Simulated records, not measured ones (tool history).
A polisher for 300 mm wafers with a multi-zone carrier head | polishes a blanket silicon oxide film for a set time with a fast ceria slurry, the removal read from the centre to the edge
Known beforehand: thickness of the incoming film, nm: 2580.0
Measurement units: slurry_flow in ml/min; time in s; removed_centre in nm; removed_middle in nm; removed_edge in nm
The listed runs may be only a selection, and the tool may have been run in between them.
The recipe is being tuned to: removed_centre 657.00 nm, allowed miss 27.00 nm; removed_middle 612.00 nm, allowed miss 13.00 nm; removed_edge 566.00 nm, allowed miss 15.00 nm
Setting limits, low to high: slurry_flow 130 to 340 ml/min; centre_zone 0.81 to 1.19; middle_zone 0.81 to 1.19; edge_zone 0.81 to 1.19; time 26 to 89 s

Run 1, hour 0.0: slurry_flow 220 ml/min, centre_zone 1.00, middle_zone 1.00, edge_zone 1.00, time 57 s. Result: removed_centre 452.19 nm, removed_middle 467.68 nm, removed_edge 480.21 nm.
Run 2, hour 0.8: slurry_flow 195 ml/min, centre_zone 1.00, middle_zone 1.00, edge_zone 1.00, time 57 s. Result: removed_centre 452.89 nm, removed_middle 463.47 nm, removed_edge 470.81 nm.
Run 3, hour 2.2: slurry_flow 195 ml/min, centre_zone 1.00, middle_zone 1.00, edge_zone 1.00, time 51 s. Result: removed_centre 405.14 nm, removed_middle 419.31 nm, removed_edge 424.47 nm.
Run 4, hour 10.6: slurry_flow 195 ml/min, centre_zone 1.00, middle_zone 1.00, edge_zone 0.95, time 51 s. Result: removed_centre 405.30 nm, removed_middle 416.45 nm, removed_edge 411.62 nm.
Run 5, hour 16.8: slurry_flow 200 ml/min, centre_zone 1.02, middle_zone 1.01, edge_zone 0.96, time 53 s. Result: removed_centre 427.88 nm, removed_middle 438.90 nm, removed_edge 435.45 nm.
Run 6, hour 22.8: slurry_flow 200 ml/min, centre_zone 1.02, middle_zone 1.09, edge_zone 0.96, time 53 s. Result: removed_centre 422.66 nm, removed_middle 464.03 nm, removed_edge 435.08 nm.
Run 7, hour 29.0: slurry_flow 200 ml/min, centre_zone 1.02, middle_zone 1.09, edge_zone 0.96, time 53 s. Result: removed_centre 436.20 nm, removed_middle 466.77 nm, removed_edge 432.52 nm.
Run 8, hour 36.9: slurry_flow 205 ml/min, centre_zone 1.04, middle_zone 1.10, edge_zone 0.97, time 54 s. Result: removed_centre 456.71 nm, removed_middle 480.99 nm, removed_edge 444.59 nm.

Exactly one of the 5 candidate moves below puts every result within its allowed miss. Which one?
Run A, hour 44.8: slurry_flow 230 ml/min, centre_zone 1.16, middle_zone 1.19, edge_zone 1.06, time 61 s. Result: removed_centre ?, removed_middle ?, removed_edge ?.
Run B, hour 44.8: slurry_flow 210 ml/min, centre_zone 1.17, middle_zone 1.09, edge_zone 0.98, time 69 s. Result: removed_centre ?, removed_middle ?, removed_edge ?.
Run C, hour 44.8: slurry_flow 255 ml/min, centre_zone 1.03, middle_zone 0.99, edge_zone 0.94, time 69 s. Result: removed_centre ?, removed_middle ?, removed_edge ?.
Run D, hour 44.8: slurry_flow 215 ml/min, centre_zone 1.15, middle_zone 1.11, edge_zone 1.00, time 64 s. Result: removed_centre ?, removed_middle ?, removed_edge ?.
Run E, hour 44.8: slurry_flow 180 ml/min, centre_zone 1.18, middle_zone 0.94, edge_zone 1.04, time 42 s. Result: removed_centre ?, removed_middle ?, removed_edge ?.

move  removed_centre  removed_middle  removed_edge
   A          570.23          589.97        522.22
   B          644.29          613.78        565.83
   C          577.14          575.86        562.71
   D          588.80          579.52        530.66
   E          388.87          324.88        351.42
A: better than the last run, though not everything is in spec
B: all results in spec
C: better than the last run, though not everything is in spec
D: better than the last run, though not everything is in spec
E: the biggest miss grows against the last run
B is the move that brings every result within its allowed miss.
